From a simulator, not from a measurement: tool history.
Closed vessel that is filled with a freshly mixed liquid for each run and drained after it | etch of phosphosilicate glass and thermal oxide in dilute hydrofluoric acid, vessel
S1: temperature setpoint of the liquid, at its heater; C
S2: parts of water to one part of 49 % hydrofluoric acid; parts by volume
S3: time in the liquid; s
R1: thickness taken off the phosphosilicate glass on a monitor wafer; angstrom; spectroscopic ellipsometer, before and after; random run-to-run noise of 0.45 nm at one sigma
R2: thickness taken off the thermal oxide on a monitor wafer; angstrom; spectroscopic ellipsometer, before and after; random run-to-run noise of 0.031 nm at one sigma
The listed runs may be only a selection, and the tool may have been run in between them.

{"run": 1, "day": 0.0, "S1": 23.0, "S2": 170, "S3": 60, "R1": 549.99, "R2": 13.71}
{"run": 2, "day": 0.142, "S1": 23.0, "S2": 125, "S3": 60, "R1": 784.22, "R2": 20.55}
{"run": 3, "day": 0.412, "S1": 22.0, "S2": 130, "S3": 60, "R1": 722.05, "R2": 18.114}
{"run": 4, "day": 0.783, "S1": 22.0, "S2": 140, "S3": 60, "R1": 667.16, "R2": 16.678}
{"run": 5, "day": 1.133, "S1": 22.0, "S2": 145, "S3": 60, "R1": 636.11, "R2": 16.236}
{"run": 6, "day": 1.425, "S1": 21.0, "S2": 145, "S3": 60, "R1": 609.28, "R2": 15.852}

For run 7, what comes out?
{"run": 7, "day": 1.521, "S1": 20.5, "S2": 150, "S3": 60, "R1": "?", "R2": "?"}

R1: 580.05 angstrom
R2: 15.249 angstrom
